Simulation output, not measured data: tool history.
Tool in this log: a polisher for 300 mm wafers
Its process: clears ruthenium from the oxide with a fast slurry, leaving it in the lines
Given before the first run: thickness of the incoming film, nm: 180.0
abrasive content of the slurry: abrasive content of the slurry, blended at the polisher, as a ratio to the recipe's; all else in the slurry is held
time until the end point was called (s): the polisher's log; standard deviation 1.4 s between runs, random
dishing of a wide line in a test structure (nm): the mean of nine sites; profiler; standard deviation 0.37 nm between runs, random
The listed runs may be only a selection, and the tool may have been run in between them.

run,hour,flow of slurry (ml/min),pressure of the wafer on the pad (psi),speed of the pad under the wafer (cm/s),abrasive content of the slurry,overpolish time after the end point (s),time until the end point was called (s),dishing of a wide line in a test structure (nm)
1,0.0,220,1.8,104,1.00,19,64.708,34.323
2,7.2,220,2.2,104,1.00,19,56.276,36.600
3,11.9,220,2.2,92,1.00,19,62.350,34.758
4,15.4,220,2.2,92,1.00,12,62.950,25.521
5,20.0,220,2.2,92,0.85,12,66.851,24.418
6,27.5,220,1.9,92,0.90,15,72.318,27.005
7,33.3,220,1.7,92,0.90,17,79.132,28.145
8,36.8,220,1.6,92,0.90,18,81.329,28.004

Expected results for the next run?
9,40.7,220,1.5,92,0.90,19,?,?

Run 9 measured time until the end point was called (s) 83.481, dishing of a wide line in a test structure (nm) 28.896.
